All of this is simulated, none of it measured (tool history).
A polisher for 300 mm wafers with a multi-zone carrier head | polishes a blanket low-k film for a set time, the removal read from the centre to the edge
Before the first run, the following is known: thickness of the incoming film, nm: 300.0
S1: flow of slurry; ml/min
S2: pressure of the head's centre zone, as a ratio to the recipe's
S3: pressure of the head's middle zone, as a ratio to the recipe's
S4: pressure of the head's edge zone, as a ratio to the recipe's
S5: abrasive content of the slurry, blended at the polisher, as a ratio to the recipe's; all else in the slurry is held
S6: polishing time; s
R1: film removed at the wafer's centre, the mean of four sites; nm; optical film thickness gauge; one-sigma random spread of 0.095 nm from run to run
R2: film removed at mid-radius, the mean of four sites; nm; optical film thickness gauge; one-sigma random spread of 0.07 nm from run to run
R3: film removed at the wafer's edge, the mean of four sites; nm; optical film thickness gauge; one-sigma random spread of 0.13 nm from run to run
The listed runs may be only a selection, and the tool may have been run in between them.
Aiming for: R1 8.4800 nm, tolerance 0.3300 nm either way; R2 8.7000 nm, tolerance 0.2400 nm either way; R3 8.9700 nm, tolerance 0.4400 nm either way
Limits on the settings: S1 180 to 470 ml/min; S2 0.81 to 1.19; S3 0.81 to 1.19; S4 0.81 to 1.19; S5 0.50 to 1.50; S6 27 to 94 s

run 1 day=0.000 | S1=300 S2=1.00 S3=1.00 S4=1.00 S5=1.00 S6=60 | R1=15.8760 R2=15.2580 R3=14.9870
run 2 day=0.279 | S1=265 S2=1.00 S3=1.00 S4=1.00 S5=1.00 S6=60 | R1=15.6740 R2=15.2620 R3=15.6120
run 3 day=0.350 | S1=265 S2=1.00 S3=1.00 S4=1.00 S5=1.15 S6=60 | R1=16.3530 R2=15.9670 R3=15.7770
run 4 day=0.483 | S1=265 S2=1.00 S3=1.00 S4=1.00 S5=1.05 S6=60 | R1=15.4840 R2=15.7370 R3=15.4980
run 5 day=0.658 | S1=275 S2=0.99 S3=0.99 S4=0.99 S5=1.00 S6=58 | R1=15.1180 R2=14.6570 R3=14.5380
run 6 day=0.700 | S1=275 S2=1.06 S3=0.99 S4=0.99 S5=1.00 S6=58 | R1=15.9210 R2=14.4950 R3=14.6250
run 7 day=0.854 | S1=275 S2=1.04 S3=0.98 S4=0.98 S5=0.95 S6=56 | R1=14.8830 R2=13.6170 R3=13.9100
run 8 day=1.067 | S1=275 S2=1.02 S3=0.98 S4=0.97 S5=0.90 S6=54 | R1=14.0550 R2=12.9710 R3=12.9680
run 9 day=1.146 | S1=270 S2=1.00 S3=0.97 S4=0.97 S5=0.85 S6=52 | R1=12.9050 R2=12.2230 R3=12.3050
run 10 day=1.246 | S1=270 S2=0.98 S3=0.96 S4=0.96 S5=0.80 S6=51 | R1=11.9260 R2=11.5380 R3=11.8760
run 11 day=1.338 | S1=275 S2=0.97 S3=0.95 S4=0.95 S5=0.75 S6=50 | R1=11.3100 R2=11.1990 R3=11.1660
run 12 day=1.667 | S1=275 S2=0.96 S3=0.94 S4=0.94 S5=0.70 S6=50 | R1=11.0950 R2=10.8010 R3=10.8450
run 13 day=1.921 | S1=275 S2=0.95 S3=0.93 S4=0.93 S5=0.70 S6=50 | R1=10.8320 R2=10.6690 R3=11.0350
run 14 day=2.254 | S1=280 S2=0.94 S3=0.93 S4=0.93 S5=0.70 S6=49 | R1=10.6390 R2=10.4090 R3=10.8430
run 15 day=2.312 | S1=280 S2=0.93 S3=0.93 S4=0.92 S5=0.70 S6=48 | R1=10.2030 R2=10.0640 R3=10.4430

Which one of the following 5 next-run settings gets every result inside its allowed miss? There is exactly one.
run A day=2.371 | S1=280 S2=1.03 S3=1.09 S4=0.87 S5=0.55 S6=43 | R1=? R2=? R3=?
run B day=2.371 | S1=350 S2=0.90 S3=0.86 S4=0.92 S5=0.85 S6=43 | R1=? R2=? R3=?
run C day=2.371 | S1=225 S2=0.92 S3=0.96 S4=0.99 S5=0.85 S6=38 | R1=? R2=? R3=?
run D day=2.371 | S1=340 S2=0.95 S3=0.89 S4=0.87 S5=0.55 S6=45 | R1=? R2=? R3=?
run E day=2.371 | S1=300 S2=1.04 S3=0.95 S4=0.89 S5=0.70 S6=38 | R1=? R2=? R3=?

move=A R1=9.5688 R2=9.5961 R3=8.1559
move=B R1=9.8626 R2=9.2920 R3=9.8728
move=C R1=8.5944 R2=8.7005 R3=8.7946
move=D R1=9.3611 R2=8.5897 R3=8.6500
move=E R1=9.3224 R2=8.2443 R3=7.9593
A: closes in on the targets versus the last run, not all within tolerance yet
B: closes in on the targets versus the last run, not all within tolerance yet
C: in spec on every target
D: meets the target for the result that was furthest off, but another lies outside its allowed miss
E: takes the result that was furthest off past its target
So the answer is move C, the one that meets all the targets.
